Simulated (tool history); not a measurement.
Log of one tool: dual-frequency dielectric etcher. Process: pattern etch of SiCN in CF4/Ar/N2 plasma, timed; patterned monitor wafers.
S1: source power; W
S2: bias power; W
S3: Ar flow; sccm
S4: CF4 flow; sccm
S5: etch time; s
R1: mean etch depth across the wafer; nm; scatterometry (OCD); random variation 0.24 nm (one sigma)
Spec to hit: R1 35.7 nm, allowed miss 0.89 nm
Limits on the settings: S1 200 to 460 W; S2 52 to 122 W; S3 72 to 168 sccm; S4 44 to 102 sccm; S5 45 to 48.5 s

| run | hour | S1 | S2 | S3 | S4 | S5 | R1 |
|---|---|---|---|---|---|---|---|
| 1 | 0 | 330 | 87 | 120 | 73 | 48.5 | 29.367 |
| 2 | 7.4 | 330 | 87 | 111 | 73 | 48.5 | 30.126 |
| 3 | 12.4 | 350 | 88 | 111 | 73 | 48.5 | 31.202 |
| 4 | 19.2 | 370 | 89 | 111 | 73 | 48.5 | 32.577 |
| 5 | 25.7 | 340 | 89 | 111 | 73 | 48.5 | 30.752 |
| 6 | 31.2 | 340 | 89 | 111 | 73 | 45 | 28.562 |
| 7 | 33.3 | 370 | 90 | 110 | 73 | 45 | 30.303 |
|  | 34.7 | wet clean of the chamber |
| 8 | 34.7 | 390 | 92 | 109 | 73 | 45 | 33.193 |

Which one of the following 4 next-run settings gets every result inside its allowed miss? There is exactly one.
| A | 36.1 | 450 | 73 | 109 | 67 | 48 | ? |
| B | 36.1 | 370 | 90 | 101 | 83 | 45 | ? |
| C | 36.1 | 400 | 71 | 91 | 73 | 45 | ? |
| D | 36.1 | 440 | 105 | 113 | 74 | 45 | ? |

| move | R1 |
|---|---|
| A | 35.39 |
| B | 32.483 |
| C | 32.025 |
| D | 36.847 |
A: every result lands within tolerance
B: misses by more than the last run did
C: misses by more than the last run did
D: takes the result that was furthest off past its target
Move A is the one to make.
